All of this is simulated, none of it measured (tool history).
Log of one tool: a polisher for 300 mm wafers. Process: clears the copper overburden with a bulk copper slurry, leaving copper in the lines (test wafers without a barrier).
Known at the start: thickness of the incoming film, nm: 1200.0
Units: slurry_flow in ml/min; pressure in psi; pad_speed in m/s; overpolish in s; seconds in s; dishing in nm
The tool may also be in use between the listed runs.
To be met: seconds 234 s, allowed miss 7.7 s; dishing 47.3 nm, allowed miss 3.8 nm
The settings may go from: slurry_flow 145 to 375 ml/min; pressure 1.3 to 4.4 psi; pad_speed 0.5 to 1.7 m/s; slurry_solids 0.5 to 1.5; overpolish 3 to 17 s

{"run": 1, "hour": 0.0, "slurry_flow": 240, "pressure": 2.8, "pad_speed": 1.1, "slurry_solids": 1, "overpolish": 9, "seconds": 155.53, "dishing": 43.504}
{"run": 2, "hour": 2.0, "slurry_flow": 240, "pressure": 2.8, "pad_speed": 1.1, "slurry_solids": 1, "overpolish": 11, "seconds": 155.95, "dishing": 52.706}
{"run": 3, "hour": 9.2, "slurry_flow": 240, "pressure": 2.7, "pad_speed": 1.1, "slurry_solids": 1, "overpolish": 11, "seconds": 159.71, "dishing": 50.42}
{"run": 4, "hour": 16.0, "slurry_flow": 240, "pressure": 2.7, "pad_speed": 1.1, "slurry_solids": 0.9, "overpolish": 11, "seconds": 167.25, "dishing": 49.683}
{"run": 5, "hour": 21.2, "slurry_flow": 240, "pressure": 3.1, "pad_speed": 1.1, "slurry_solids": 0.9, "overpolish": 11, "seconds": 147.9, "dishing": 54.069}
{"run": 6, "hour": 29.6, "slurry_flow": 240, "pressure": 3.1, "pad_speed": 1.1, "slurry_solids": 0.9, "overpolish": 13, "seconds": 151.34, "dishing": 58.043}
{"run": 7, "hour": 30.7, "slurry_flow": 240, "pressure": 2.9, "pad_speed": 1.1, "slurry_solids": 0.9, "overpolish": 13, "seconds": 157.53, "dishing": 53.631}
{"run": 8, "hour": 32.2, "slurry_flow": 235, "pressure": 2.8, "pad_speed": 1.08, "slurry_solids": 0.95, "overpolish": 13, "seconds": 161.81, "dishing": 55.995}
{"run": 9, "hour": 34.2, "slurry_flow": 235, "pressure": 2, "pad_speed": 1.06, "slurry_solids": 0.95, "overpolish": 13, "seconds": 204.61, "dishing": 47.133}
{"run": 10, "hour": 39.3, "slurry_flow": 235, "pressure": 1.9, "pad_speed": 1.06, "slurry_solids": 0.95, "overpolish": 13, "seconds": 212.45, "dishing": 45.771}
{"run": 11, "hour": 42.1, "slurry_flow": 235, "pressure": 1.7, "pad_speed": 1.06, "slurry_solids": 0.95, "overpolish": 14, "seconds": 226.15, "dishing": 46.582}

Which of these 5 next moves meets every target?
{"run": "A", "hour": 44.9, "slurry_flow": 290, "pressure": 2, "pad_speed": 0.9, "slurry_solids": 0.9, "overpolish": 15, "seconds": "?", "dishing": "?"}
{"run": "B", "hour": 44.9, "slurry_flow": 250, "pressure": 1.9, "pad_speed": 1.02, "slurry_solids": 1, "overpolish": 15, "seconds": "?", "dishing": "?"}
{"run": "C", "hour": 44.9, "slurry_flow": 260, "pressure": 1.6, "pad_speed": 1.1, "slurry_solids": 1, "overpolish": 14, "seconds": "?", "dishing": "?"}
{"run": "D", "hour": 44.9, "slurry_flow": 265, "pressure": 2.2, "pad_speed": 0.9, "slurry_solids": 1.05, "overpolish": 13, "seconds": "?", "dishing": "?"}
{"run": "E", "hour": 44.9, "slurry_flow": 255, "pressure": 2, "pad_speed": 0.98, "slurry_solids": 1, "overpolish": 12, "seconds": "?", "dishing": "?"}

move=A seconds=239.47 dishing=48.746
move=B seconds=215.55 dishing=51.589
move=C seconds=220.76 dishing=48.361
move=D seconds=217.2 dishing=47.726
move=E seconds=216.6 dishing=45.217
A: meets every target
B: further off than the last run
C: further off than the last run
D: further off than the last run
E: further off than the last run
Answer: A
